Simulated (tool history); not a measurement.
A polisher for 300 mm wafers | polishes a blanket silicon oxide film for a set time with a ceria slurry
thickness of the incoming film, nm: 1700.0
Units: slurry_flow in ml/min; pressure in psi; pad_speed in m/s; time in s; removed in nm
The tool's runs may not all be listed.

run,hour,slurry_flow,pressure,pad_speed,time,removed
1,0,290,3.7,0.96,103,495.37
2,3.1,290,4,0.96,103,535.29
3,11,330,4,0.96,103,538.82
4,13.6,330,4.2,0.96,103,564.42
5,20.4,330,4.2,0.72,103,476.29
6,28.3,275,4.2,0.72,103,469.36

Run 7 comes next. What will it give?
7,36.7,275,4.5,0.74,103,?

Run 7 gave removed 517.87 nm.
